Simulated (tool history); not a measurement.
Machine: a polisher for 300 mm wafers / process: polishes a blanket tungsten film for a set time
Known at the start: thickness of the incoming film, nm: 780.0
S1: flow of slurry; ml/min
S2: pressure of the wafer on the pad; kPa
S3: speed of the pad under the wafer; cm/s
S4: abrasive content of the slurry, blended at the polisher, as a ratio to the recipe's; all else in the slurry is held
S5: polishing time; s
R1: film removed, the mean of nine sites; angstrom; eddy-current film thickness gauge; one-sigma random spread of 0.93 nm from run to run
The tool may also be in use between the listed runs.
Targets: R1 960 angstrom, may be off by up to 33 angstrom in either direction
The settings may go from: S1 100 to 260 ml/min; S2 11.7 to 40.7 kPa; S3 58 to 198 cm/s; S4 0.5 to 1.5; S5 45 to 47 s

run  hour   S1    S2   S3  S4  S5      R1
  1     0  165  26.2  128   1  45  2744.8
  2   5.8  165  26.2  128   1  47  2836.4
  3  13.7  150  26.2  128   1  47  2730.3
  4  21.4  120  26.2  128   1  47    2650
  5  25.4  115  22.1  110   1  47  1908.8
  6  29.8  110  18.6  100   1  47  1451.4
  7  37.8  110  16.5   96   1  47  1250.6
  8    46  110  15.2   96   1  47  1176.7
  9  49.3  110  13.8   94   1  47  1023.9

Below are 5 possible settings for the next run. Only one of them brings all results inside the allowed miss of their targets. Which is it?
  A  52.6  115  15.2   94     1  46   ?
  B  52.6  100  18.6   88   0.8  47   ?
  C  52.6  100  20.7   58  0.95  45   ?
  D  52.6  105  13.8  110  0.65  47   ?
  E  52.6  110  15.2   82  0.95  46   ?

move      R1
   A  1129.2
   B    1179
   C  888.79
   D  1039.5
   E  963.59
A: its largest miss is bigger than the last run's
B: its largest miss is bigger than the last run's
C: carries the result that was furthest off beyond its target, to the other side
D: its largest miss is bigger than the last run's
E: each result inside its tolerance
Correct choice: E, which meets every target

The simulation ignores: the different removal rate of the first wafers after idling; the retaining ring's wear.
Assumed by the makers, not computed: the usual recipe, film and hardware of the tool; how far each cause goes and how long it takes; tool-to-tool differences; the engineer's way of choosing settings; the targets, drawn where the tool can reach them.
